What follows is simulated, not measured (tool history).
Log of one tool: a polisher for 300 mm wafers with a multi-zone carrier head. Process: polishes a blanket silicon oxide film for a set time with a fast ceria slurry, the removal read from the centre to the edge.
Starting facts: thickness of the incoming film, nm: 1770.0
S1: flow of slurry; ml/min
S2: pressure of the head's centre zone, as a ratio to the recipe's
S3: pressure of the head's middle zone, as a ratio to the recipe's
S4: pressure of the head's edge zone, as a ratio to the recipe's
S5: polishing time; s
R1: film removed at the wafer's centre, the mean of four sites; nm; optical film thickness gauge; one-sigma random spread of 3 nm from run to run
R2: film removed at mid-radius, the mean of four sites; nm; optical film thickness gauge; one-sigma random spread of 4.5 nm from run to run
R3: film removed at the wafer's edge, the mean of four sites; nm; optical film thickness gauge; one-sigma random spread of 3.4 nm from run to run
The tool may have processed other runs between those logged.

| run | hour | S1 | S2 | S3 | S4 | S5 | R1 | R2 | R3 |
|---|---|---|---|---|---|---|---|---|---|
| 1 | 0.0 | 130 | 1.00 | 1.00 | 1.00 | 38 | 590.85 | 589.98 | 607.80 |
| 2 | 6.8 | 100 | 1.00 | 1.00 | 1.00 | 38 | 549.87 | 551.79 | 577.84 |
| 3 | 9.9 | 100 | 1.00 | 1.00 | 0.93 | 38 | 542.88 | 546.62 | 554.88 |
| 4 | 17.7 | 100 | 1.00 | 1.00 | 0.93 | 34 | 480.62 | 490.68 | 491.86 |
| 5 | 18.8 | 100 | 1.00 | 0.98 | 0.92 | 33 | 474.19 | 460.74 | 481.99 |
| 6 | 21.6 | 100 | 1.00 | 0.97 | 0.91 | 32 | 457.18 | 460.47 | 468.17 |
| 7 | 25.1 | 100 | 1.00 | 0.95 | 0.91 | 31 | 447.81 | 423.85 | 447.98 |
| 8 | 25.9 | 100 | 0.99 | 0.94 | 0.90 | 31 | 441.30 | 425.54 | 454.21 |
| 9 | 33.6 | 90 | 1.02 | 0.89 | 0.88 | 25 | 346.48 | 317.16 | 353.55 |
| 10 | 36.7 | 90 | 1.02 | 0.89 | 0.88 | 25 | 344.39 | 319.14 | 345.90 |
| 11 | 38.0 | 95 | 1.02 | 0.89 | 0.89 | 25 | 352.37 | 321.16 | 354.88 |
| 12 | 41.6 | 95 | 1.02 | 0.89 | 0.89 | 25 | 354.59 | 320.80 | 353.09 |
| 13 | 48.5 | 100 | 1.01 | 0.89 | 0.90 | 25 | 361.21 | 330.58 | 361.99 |
| 14 | 53.3 | 105 | 1.01 | 0.89 | 0.91 | 25 | 367.73 | 334.16 | 372.54 |

Run 15 comes next. What will it give?
| 15 | 61.7 | 110 | 1.01 | 0.89 | 0.91 | 25 | ? | ? | ? |

Run 15 produced R1 375.23 nm, R2 335.67 nm, R3 369.14 nm.
